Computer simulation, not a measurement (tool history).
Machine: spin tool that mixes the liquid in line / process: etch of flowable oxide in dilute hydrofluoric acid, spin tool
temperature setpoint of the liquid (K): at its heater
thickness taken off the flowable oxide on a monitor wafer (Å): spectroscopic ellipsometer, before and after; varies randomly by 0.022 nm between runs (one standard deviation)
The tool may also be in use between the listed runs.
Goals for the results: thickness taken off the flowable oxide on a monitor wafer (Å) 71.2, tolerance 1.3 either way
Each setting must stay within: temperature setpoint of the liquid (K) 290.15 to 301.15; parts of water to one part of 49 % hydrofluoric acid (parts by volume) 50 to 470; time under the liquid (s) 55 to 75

run	hour	temperature setpoint of the liquid (K)	parts of water to one part of 49 % hydrofluoric acid (parts by volume)	time under the liquid (s)	thickness taken off the flowable oxide on a monitor wafer (Å)
1	0	293.15	260	75	104.25
2	8.2	292.65	265	75	100.17
3	9.4	292.65	270	75	97.212
4	17.4	290.65	270	75	90.096
5	19.3	290.65	275	75	88.385
6	24.7	290.65	280	75	86.965
7	31.2	290.65	285	75	84.969
8	34.1	290.65	290	75	83.14
9	36.9	290.65	295	75	81.412
10	44.6	290.65	300	75	79.494

Consider the 5 candidate settings below. Which is the only one whose results all fall within their allowed miss of target?
A	52.3	290.65	270	75	?
B	52.3	290.15	250	55	?
C	52.3	290.65	320	75	?
D	52.3	291.65	280	75	?
E	52.3	294.15	300	75	?

move	thickness taken off the flowable oxide on a monitor wafer (Å)
A	90.687
B	71.689
C	73.34
D	90.038
E	90.502
A: further off than the last run
B: in spec on every target
C: an improvement on the last run, though not all results are within tolerance
D: further off than the last run
E: further off than the last run
So the answer is move B, the one that meets all the targets.
